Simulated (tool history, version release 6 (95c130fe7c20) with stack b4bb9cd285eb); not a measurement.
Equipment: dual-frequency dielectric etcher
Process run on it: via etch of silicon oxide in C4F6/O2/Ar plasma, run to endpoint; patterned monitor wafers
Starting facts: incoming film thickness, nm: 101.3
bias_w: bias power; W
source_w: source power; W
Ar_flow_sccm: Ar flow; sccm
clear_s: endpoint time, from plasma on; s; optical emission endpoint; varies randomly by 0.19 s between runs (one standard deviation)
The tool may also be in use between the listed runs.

run,hour,bias_w,source_w,Ar_flow_sccm,clear_s
1,0.0,360,400,405,25.024
2,8.7,336,390,408,25.807
3,9.5,336,460,408,24.669
4,16.2,309,440,415,26.042
5,19.5,309,440,445,25.997
6,27.1,309,500,445,25.136
7,32.9,237,430,475,29.658

Expected results for the next run?
8,41.0,244,430,474,?

Run 8 gave clear_s 29.502 s.

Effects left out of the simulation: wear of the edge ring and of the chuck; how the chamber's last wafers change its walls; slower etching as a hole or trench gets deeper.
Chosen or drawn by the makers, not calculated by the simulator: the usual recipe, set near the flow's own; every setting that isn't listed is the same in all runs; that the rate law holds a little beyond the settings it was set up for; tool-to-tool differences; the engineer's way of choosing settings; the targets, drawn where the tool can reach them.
